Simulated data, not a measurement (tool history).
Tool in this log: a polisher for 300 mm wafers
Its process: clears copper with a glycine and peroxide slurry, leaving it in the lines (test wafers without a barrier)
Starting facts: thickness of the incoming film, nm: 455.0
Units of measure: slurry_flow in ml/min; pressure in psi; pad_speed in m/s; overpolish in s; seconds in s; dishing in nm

run    day  slurry_flow  pressure  pad_speed  overpolish  seconds  dishing
  1  0.000          145       2.3       1.28          26   85.055   65.783
  2  0.308          115       2.3       1.28          26   89.285   65.970
  3  0.412          115       2.3       1.28          18   88.176   49.170
  4  0.717          115       2.3       1.28          11   89.216   32.346
  5  0.821          135       2.5       1.30          10   80.872   33.173
  6  1.079          165       2.5       1.30          10   78.033   33.165
  7  1.250          170       2.7       1.30           9   72.858   32.423
  8  1.488          175       2.8       1.30           9   72.896   34.171
  9  1.821          190       2.8       1.34           9   67.525   34.230
 10  2.162          195       2.9       1.34           9   66.391   35.911
 11  2.500          205       2.9       1.38           9   64.865   36.277
 12  2.867          210       2.9       1.38           9   64.083   37.133
 13  3.112          195       3.0       1.36           9   64.592   36.950

Run 14 has not been measured yet. What should we expect?
 14  3.471          205       2.9       1.40           9        ?        ?

seconds: 64.325 s
dishing: 37.705 nm
